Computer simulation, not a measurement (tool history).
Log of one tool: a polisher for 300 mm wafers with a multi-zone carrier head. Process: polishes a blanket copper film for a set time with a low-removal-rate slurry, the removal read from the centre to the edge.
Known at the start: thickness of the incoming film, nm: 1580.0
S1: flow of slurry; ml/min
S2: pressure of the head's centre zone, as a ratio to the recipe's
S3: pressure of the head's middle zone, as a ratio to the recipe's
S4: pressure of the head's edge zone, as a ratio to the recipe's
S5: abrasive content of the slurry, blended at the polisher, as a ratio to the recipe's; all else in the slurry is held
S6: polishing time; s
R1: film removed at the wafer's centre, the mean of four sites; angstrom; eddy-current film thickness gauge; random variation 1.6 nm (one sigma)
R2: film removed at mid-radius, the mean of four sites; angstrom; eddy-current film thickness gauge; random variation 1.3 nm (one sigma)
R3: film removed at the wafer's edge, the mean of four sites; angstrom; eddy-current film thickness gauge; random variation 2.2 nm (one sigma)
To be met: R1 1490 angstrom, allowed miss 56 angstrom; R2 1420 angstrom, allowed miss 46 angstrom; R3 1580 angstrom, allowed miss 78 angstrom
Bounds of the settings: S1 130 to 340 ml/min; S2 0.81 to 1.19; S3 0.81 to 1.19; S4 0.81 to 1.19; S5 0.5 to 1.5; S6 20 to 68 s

run 1 hour=0 | S1=220 S2=1 S3=1 S4=1 S5=1 S6=44 | R1=1146.1 R2=1103.7 R3=1093.1
run 2 hour=4.9 | S1=220 S2=1.05 S3=1 S4=1 S5=1 S6=44 | R1=1178.8 R2=1101.3 R3=1114.6
run 3 hour=7.8 | S1=220 S2=1.05 S3=1 S4=1 S5=1 S6=48 | R1=1281.6 R2=1175.9 R3=1190.9
run 4 hour=15.1 | S1=220 S2=1.05 S3=0.93 S4=1 S5=1 S6=48 | R1=1289.4 R2=1117.4 R3=1199.2
run 5 hour=19.9 | S1=220 S2=1.05 S3=1 S4=1 S5=1 S6=48 | R1=1291.8 R2=1197.8 R3=1219.5
run 6 hour=28.1 | S1=220 S2=1.05 S3=0.96 S4=1 S5=1 S6=48 | R1=1305.7 R2=1149.6 R3=1219.3
run 7 hour=30.8 | S1=220 S2=1.04 S3=0.97 S4=1.05 S5=1.15 S6=49 | R1=1367.5 R2=1222.3 R3=1334.3
run 8 hour=36.2 | S1=230 S2=1.04 S3=1 S4=1.08 S5=1.2 S6=49 | R1=1334.5 R2=1281.2 R3=1319.7
run 9 hour=39.5 | S1=220 S2=1.04 S3=0.99 S4=1.1 S5=1.25 S6=50 | R1=1406 R2=1299.4 R3=1375.1

4 next moves are on the table. One of them brings every result within its allowed miss. Which?
run A hour=42.8 | S1=255 S2=0.98 S3=0.96 S4=1.12 S5=1.25 S6=52 | R1=? R2=? R3=?
run B hour=42.8 | S1=245 S2=0.98 S3=0.96 S4=1.14 S5=1.25 S6=55 | R1=? R2=? R3=?
run C hour=42.8 | S1=295 S2=0.9 S3=0.97 S4=1.17 S5=1.35 S6=53 | R1=? R2=? R3=?
run D hour=42.8 | S1=205 S2=1.08 S3=0.86 S4=1.12 S5=1.3 S6=56 | R1=? R2=? R3=?

move=A R1=1418.3 R2=1341.4 R3=1460.9
move=B R1=1493.3 R2=1413 R3=1554.5
move=C R1=1372.3 R2=1424.6 R3=1567.5
move=D R1=1654.7 R2=1302.2 R3=1562
A: nearer than the last run, and not there yet
B: meets every target
C: brings the result that was furthest off to its target, and leaves another outside
D: brings the result that was furthest off to its target, and leaves another outside
Move B is the one to make.
